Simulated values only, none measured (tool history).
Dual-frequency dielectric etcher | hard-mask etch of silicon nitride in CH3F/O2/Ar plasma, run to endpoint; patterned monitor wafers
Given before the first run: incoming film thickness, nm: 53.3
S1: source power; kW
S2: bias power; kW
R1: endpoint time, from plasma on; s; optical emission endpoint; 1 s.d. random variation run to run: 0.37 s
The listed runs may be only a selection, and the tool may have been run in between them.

Run 1, hour 0.0: S1 0.480 kW, S2 0.094 kW. Result: R1 73.782 s.
Run 2, hour 7.3: S1 0.520 kW, S2 0.098 kW. Result: R1 71.058 s.
Run 3, hour 13.8: S1 0.470 kW, S2 0.098 kW. Result: R1 72.778 s.
Run 4, hour 20.3: S1 0.510 kW, S2 0.104 kW. Result: R1 69.268 s.
Run 5, hour 26.1: S1 0.510 kW, S2 0.090 kW. Result: R1 73.828 s.
Run 6, hour 33.6: S1 0.450 kW, S2 0.090 kW. Result: R1 77.565 s.
Run 7, hour 38.1: S1 0.500 kW, S2 0.095 kW. Result: R1 72.663 s.
Run 8, hour 43.4: S1 0.540 kW, S2 0.099 kW. Result: R1 69.355 s.
Run 9, hour 44.9: S1 0.570 kW, S2 0.102 kW. Result: R1 67.207 s.
Run 10, hour 52.3: S1 0.590 kW, S2 0.104 kW. Result: R1 65.779 s.

Forecast run 11:
Run 11, hour 54.6: S1 0.610 kW, S2 0.106 kW. Result: R1 ?.

R1: 64.671 s
